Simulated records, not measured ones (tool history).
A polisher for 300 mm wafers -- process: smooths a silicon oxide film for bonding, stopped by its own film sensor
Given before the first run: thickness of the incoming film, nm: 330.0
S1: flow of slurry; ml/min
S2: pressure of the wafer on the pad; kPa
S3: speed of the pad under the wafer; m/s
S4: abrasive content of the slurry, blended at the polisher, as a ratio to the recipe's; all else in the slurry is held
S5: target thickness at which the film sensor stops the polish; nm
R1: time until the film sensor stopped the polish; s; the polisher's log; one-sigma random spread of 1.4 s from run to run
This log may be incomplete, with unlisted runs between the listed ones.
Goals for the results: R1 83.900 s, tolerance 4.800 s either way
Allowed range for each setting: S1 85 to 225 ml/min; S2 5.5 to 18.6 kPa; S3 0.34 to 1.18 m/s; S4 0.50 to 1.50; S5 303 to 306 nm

run    day   S1    S2    S3    S4   S5      R1
  1  0.000  145  11.7  0.76  1.00  303  60.561
  2  0.171  145  11.7  0.76  1.15  303  57.367
  3  0.342  145  11.0  0.76  1.15  303  61.244
  4  0.621  145  11.0  0.76  0.95  303  65.767
  5  0.650  145  11.0  0.94  0.95  303  57.616
  6  0.683  145  11.0  0.94  0.95  306  50.725
  7  0.733  145  10.3  0.94  0.95  306  54.652
  8  0.767  145  10.3  0.94  0.95  306  54.387
  9  1.038  145   9.7  0.92  0.95  306  59.680
 10  1.312  145   9.0  0.92  0.95  306  63.861
 11  1.475  145   8.3  0.92  0.95  306  66.984
 12  1.792  145   7.6  0.92  0.95  306  71.876

Of the 5 settings listed for the next run, only one would bring every result within its allowed miss of target. Which one?
  A  2.108   85  6.9  0.82  1.00  305   ?
  B  2.108  155  7.6  0.88  0.90  304   ?
  C  2.108  135  8.3  1.06  0.75  306   ?
  D  2.108  160  6.9  0.96  0.75  304   ?
  E  2.108  130  7.6  0.94  0.95  306   ?

move      R1
   A  95.999
   B  84.076
   C  71.320
   D  96.326
   E  73.731
A: carries the result that was furthest off beyond its target, to the other side
B: all results land within tolerance of their targets
C: neither nearer nor further off than the last run
D: carries the result that was furthest off beyond its target, to the other side
E: closer than the last run, but not yet in spec
B is the move that brings every result within its allowed miss.
